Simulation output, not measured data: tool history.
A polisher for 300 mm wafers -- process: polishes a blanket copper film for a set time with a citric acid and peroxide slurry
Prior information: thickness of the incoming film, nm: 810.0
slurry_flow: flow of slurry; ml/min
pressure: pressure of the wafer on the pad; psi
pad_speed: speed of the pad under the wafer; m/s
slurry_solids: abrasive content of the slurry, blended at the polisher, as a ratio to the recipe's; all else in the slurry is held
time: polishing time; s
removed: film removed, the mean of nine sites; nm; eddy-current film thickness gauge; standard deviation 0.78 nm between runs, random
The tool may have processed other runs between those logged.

Run 1, hour 0: slurry_flow 290 ml/min, pressure 3.6 psi, pad_speed 1.08 m/s, slurry_solids 1, time 57 s. Result: removed 151.01 nm.
Run 2, hour 3.3: slurry_flow 290 ml/min, pressure 3.4 psi, pad_speed 1.06 m/s, slurry_solids 1, time 57 s. Result: removed 138.31 nm.
Run 3, hour 9.9: slurry_flow 290 ml/min, pressure 4 psi, pad_speed 1.06 m/s, slurry_solids 1, time 57 s. Result: removed 161.51 nm.
Run 4, hour 18.4: slurry_flow 290 ml/min, pressure 3.8 psi, pad_speed 1.04 m/s, slurry_solids 1, time 57 s. Result: removed 151 nm.
Run 5, hour 21: slurry_flow 290 ml/min, pressure 3.6 psi, pad_speed 1.02 m/s, slurry_solids 1, time 57 s. Result: removed 139.17 nm.
Run 6, hour 23: slurry_flow 290 ml/min, pressure 4.1 psi, pad_speed 1.02 m/s, slurry_solids 1, time 57 s. Result: removed 157.17 nm.
Run 7, hour 24.8: slurry_flow 290 ml/min, pressure 3.9 psi, pad_speed 1 m/s, slurry_solids 1, time 57 s. Result: removed 145.26 nm.
Run 8, hour 30.2: slurry_flow 290 ml/min, pressure 3.7 psi, pad_speed 1 m/s, slurry_solids 1, time 57 s. Result: removed 139.8 nm.
Run 9, hour 33.1: slurry_flow 290 ml/min, pressure 3.5 psi, pad_speed 1 m/s, slurry_solids 1, time 57 s. Result: removed 132.55 nm.

The next listed run, before its measurement:
Run 10, hour 38.5: slurry_flow 290 ml/min, pressure 2.5 psi, pad_speed 0.96 m/s, slurry_solids 1, time 57 s. Result: removed ?.

Run 10 came out at removed 93.278 nm.

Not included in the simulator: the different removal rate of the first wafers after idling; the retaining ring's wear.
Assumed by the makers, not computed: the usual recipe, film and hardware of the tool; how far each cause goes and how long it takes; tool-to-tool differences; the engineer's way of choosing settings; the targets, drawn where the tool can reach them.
